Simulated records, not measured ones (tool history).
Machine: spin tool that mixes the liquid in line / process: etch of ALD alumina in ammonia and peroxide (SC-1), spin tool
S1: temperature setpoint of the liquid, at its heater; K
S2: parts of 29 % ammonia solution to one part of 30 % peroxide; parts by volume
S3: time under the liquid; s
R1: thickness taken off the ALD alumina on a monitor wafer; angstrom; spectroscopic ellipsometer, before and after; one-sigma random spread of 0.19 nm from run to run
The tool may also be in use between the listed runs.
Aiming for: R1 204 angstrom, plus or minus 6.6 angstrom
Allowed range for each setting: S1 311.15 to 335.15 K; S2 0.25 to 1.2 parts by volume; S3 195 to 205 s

run,day,S1,S2,S3,R1
1,0,319.15,0.95,195,105.84
2,0.108,320.65,0.95,195,115.73
3,0.479,322.15,0.95,195,126.8
4,0.779,317.15,0.95,195,95.145
5,1.108,319.15,0.95,195,106.68
6,1.146,319.15,0.95,195,107.25
7,1.183,327.15,1,195,169.04
8,1.479,327.65,1,195,172.54
9,1.729,328.15,1,195,176.81
10,1.896,328.65,1,195,179.95
11,2.021,328.65,1,195,179.68
12,2.092,329.15,1,195,186.17
13,2.329,330.15,1,195,195.52

Exactly one of the 4 candidate moves below puts every result within its allowed miss. Which one?
A,2.567,328.65,1.2,200,?
B,2.567,330.65,0.8,200,?
C,2.567,329.15,1.05,195,?
D,2.567,329.65,0.75,195,?

move,R1
A,190.3
B,203.41
C,188.11
D,187.05
A: lands further from the targets than the last run did
B: in spec on every target
C: lands further from the targets than the last run did
D: lands further from the targets than the last run did
The move that meets every target is B.
